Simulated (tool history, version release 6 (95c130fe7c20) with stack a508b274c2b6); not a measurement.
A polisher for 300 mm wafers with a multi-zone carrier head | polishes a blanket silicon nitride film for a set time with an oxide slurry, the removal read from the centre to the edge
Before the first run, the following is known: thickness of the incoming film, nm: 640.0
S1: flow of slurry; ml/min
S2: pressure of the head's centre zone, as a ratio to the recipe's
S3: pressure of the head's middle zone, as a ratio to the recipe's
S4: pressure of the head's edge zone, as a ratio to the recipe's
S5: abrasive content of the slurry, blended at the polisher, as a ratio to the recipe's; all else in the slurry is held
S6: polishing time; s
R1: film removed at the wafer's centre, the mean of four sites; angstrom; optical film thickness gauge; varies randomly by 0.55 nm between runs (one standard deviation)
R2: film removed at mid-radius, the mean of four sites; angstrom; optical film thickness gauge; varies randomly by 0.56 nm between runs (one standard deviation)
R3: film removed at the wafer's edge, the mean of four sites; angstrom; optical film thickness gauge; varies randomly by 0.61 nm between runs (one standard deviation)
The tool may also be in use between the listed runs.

Run 1, hour 0: S1 175 ml/min, S2 1, S3 1, S4 1, S5 1, S6 57 s. Result: R1 543.45 angstrom, R2 544.27 angstrom, R3 556.2 angstrom.
Run 2, hour 3.8: S1 175 ml/min, S2 1, S3 1, S4 1, S5 0.85, S6 57 s. Result: R1 507.5 angstrom, R2 511.14 angstrom, R3 517.05 angstrom.
Run 3, hour 10.5: S1 175 ml/min, S2 1.06, S3 1, S4 1, S5 0.85, S6 57 s. Result: R1 525.43 angstrom, R2 495.71 angstrom, R3 517.39 angstrom.
Run 4, hour 15.8: S1 175 ml/min, S2 1.06, S3 0.96, S4 1, S5 0.85, S6 57 s. Result: R1 532.04 angstrom, R2 491.15 angstrom, R3 513.52 angstrom.
Run 5, hour 23.8: S1 175 ml/min, S2 1.06, S3 0.96, S4 1, S5 1, S6 57 s. Result: R1 589.71 angstrom, R2 533.88 angstrom, R3 553.81 angstrom.
Run 6, hour 32.6: S1 175 ml/min, S2 1.02, S3 0.96, S4 1, S5 1, S6 57 s. Result: R1 562 angstrom, R2 538.54 angstrom, R3 550.69 angstrom.
Run 7, hour 37.6: S1 170 ml/min, S2 1.01, S3 0.97, S4 1.02, S5 1, S6 57 s. Result: R1 540.06 angstrom, R2 538.15 angstrom, R3 560.51 angstrom.
Run 8, hour 39.7: S1 175 ml/min, S2 1.01, S3 0.97, S4 1.04, S5 1, S6 57 s. Result: R1 538.9 angstrom, R2 540.55 angstrom, R3 566.19 angstrom.
Run 9, hour 47: S1 180 ml/min, S2 1.01, S3 0.97, S4 1.06, S5 1, S6 57 s. Result: R1 561.57 angstrom, R2 543.9 angstrom, R3 571.69 angstrom.
Run 10, hour 50.4: S1 175 ml/min, S2 1, S3 0.96, S4 1.08, S5 1.05, S6 57 s. Result: R1 552.19 angstrom, R2 548.46 angstrom, R3 592.24 angstrom.

What will run 11 give?
Run 11, hour 57.4: S1 175 ml/min, S2 0.99, S3 0.96, S4 1.09, S5 1.05, S6 57 s. Result: R1 ?, R2 ?, R3 ?.

{"run 11": {"R1": 547.99, "R2": 542.98, "R3": 589.66}}
